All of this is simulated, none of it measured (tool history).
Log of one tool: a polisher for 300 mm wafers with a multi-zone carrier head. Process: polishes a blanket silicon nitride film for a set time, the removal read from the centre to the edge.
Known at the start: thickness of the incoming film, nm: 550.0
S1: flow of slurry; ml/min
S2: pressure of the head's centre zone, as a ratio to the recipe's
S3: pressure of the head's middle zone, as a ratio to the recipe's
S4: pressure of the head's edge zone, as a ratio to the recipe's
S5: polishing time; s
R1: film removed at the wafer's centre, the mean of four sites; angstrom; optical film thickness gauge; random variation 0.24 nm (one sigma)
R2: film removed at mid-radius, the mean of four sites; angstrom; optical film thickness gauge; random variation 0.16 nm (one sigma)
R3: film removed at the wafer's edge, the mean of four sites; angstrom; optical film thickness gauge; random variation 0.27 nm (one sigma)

run,hour,S1,S2,S3,S4,S5,R1,R2,R3
1,0.0,180,1.00,1.00,1.00,36,457.99,473.54,464.23
2,1.3,150,1.00,1.00,1.00,36,452.85,461.52,450.50
3,4.9,145,1.01,0.99,0.98,34,427.89,434.66,423.93
4,13.7,145,0.94,0.99,0.98,34,397.62,429.20,421.36
5,16.6,140,0.96,0.97,0.96,32,379.19,394.55,399.36
6,22.9,135,0.98,0.96,0.94,30,357.16,365.53,360.71
7,31.8,135,0.99,0.95,0.93,29,354.12,350.01,348.94
8,39.0,135,1.00,0.94,0.92,28,341.72,336.02,338.99

Forecast run 9:
9,42.8,135,1.01,0.93,0.91,27,?,?,?

R1: 331.79 angstrom
R2: 319.40 angstrom
R3: 323.79 angstrom
